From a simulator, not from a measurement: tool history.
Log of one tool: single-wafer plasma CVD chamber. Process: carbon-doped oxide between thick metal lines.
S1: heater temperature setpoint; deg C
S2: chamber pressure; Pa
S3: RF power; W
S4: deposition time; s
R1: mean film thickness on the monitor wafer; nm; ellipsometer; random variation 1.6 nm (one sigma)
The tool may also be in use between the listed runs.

run 1 day=0.000 | S1=345 S2=659 S3=495 S4=65.2 | R1=348.69
run 2 day=0.054 | S1=345 S2=755 S3=495 S4=65.2 | R1=360.05
run 3 day=0.233 | S1=344 S2=773 S3=500 S4=65.2 | R1=363.92
run 4 day=0.275 | S1=344 S2=680 S3=500 S4=65.2 | R1=355.40
run 5 day=0.483 | S1=343 S2=701 S3=505 S4=65.2 | R1=361.21
run 6 day=0.762 | S1=342 S2=719 S3=510 S4=65.2 | R1=369.09
run 7 day=0.912 | S1=340 S2=728 S3=510 S4=65.2 | R1=368.87
run 8 day=1.258 | S1=340 S2=728 S3=510 S4=65.2 | R1=370.55
run 9 day=1.325 | S1=339 S2=741 S3=515 S4=65.2 | R1=372.21
run 10 day=1.608 | S1=339 S2=755 S3=520 S4=65.2 | R1=377.97
run 11 day=1.908 | S1=338 S2=767 S3=525 S4=65.2 | R1=382.56
run 12 day=2.096 | S1=337 S2=776 S3=525 S4=65.2 | R1=382.77
run 13 day=2.271 | S1=337 S2=785 S3=530 S4=65.2 | R1=389.00
run 14 day=2.617 | S1=337 S2=785 S3=530 S4=65.2 | R1=386.25
-- day=2.892 thermocouple changed; heater temperature recalibrated
run 15 day=2.892 | S1=337 S2=793 S3=530 S4=65.2 | R1=382.92
run 16 day=3.262 | S1=336 S2=797 S3=535 S4=65.2 | R1=383.80
run 17 day=3.454 | S1=336 S2=801 S3=540 S4=65.2 | R1=385.40

The next listed run, before its measurement:
run 18 day=3.742 | S1=335 S2=807 S3=545 S4=65.2 | R1=?

R1: 392.19 nm
